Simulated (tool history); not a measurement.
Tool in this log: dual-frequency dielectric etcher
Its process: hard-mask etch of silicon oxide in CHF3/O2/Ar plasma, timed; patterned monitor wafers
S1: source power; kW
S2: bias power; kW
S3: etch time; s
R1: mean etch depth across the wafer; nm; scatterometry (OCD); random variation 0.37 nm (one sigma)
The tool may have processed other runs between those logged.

{"run": 1, "day": 0.0, "S1": 0.68, "S2": 0.204, "S3": 35, "R1": 76.657}
{"run": 2, "day": 0.046, "S1": 0.68, "S2": 0.204, "S3": 35, "R1": 76.735}
{"run": 3, "day": 0.242, "S1": 0.71, "S2": 0.208, "S3": 35, "R1": 78.129}
{"run": 4, "day": 0.55, "S1": 0.71, "S2": 0.208, "S3": 35, "R1": 78.082}
{"run": 5, "day": 0.888, "S1": 0.64, "S2": 0.208, "S3": 35, "R1": 74.388}
{"run": 6, "day": 1.075, "S1": 0.67, "S2": 0.211, "S3": 35, "R1": 77.071}
{"run": 7, "day": 1.4, "S1": 0.7, "S2": 0.214, "S3": 35, "R1": 78.529}

What does the tool deliver on the next run?
{"run": 8, "day": 1.546, "S1": 0.72, "S2": 0.217, "S3": 35, "R1": "?"}

{"run 8": {"R1": 80.144}}
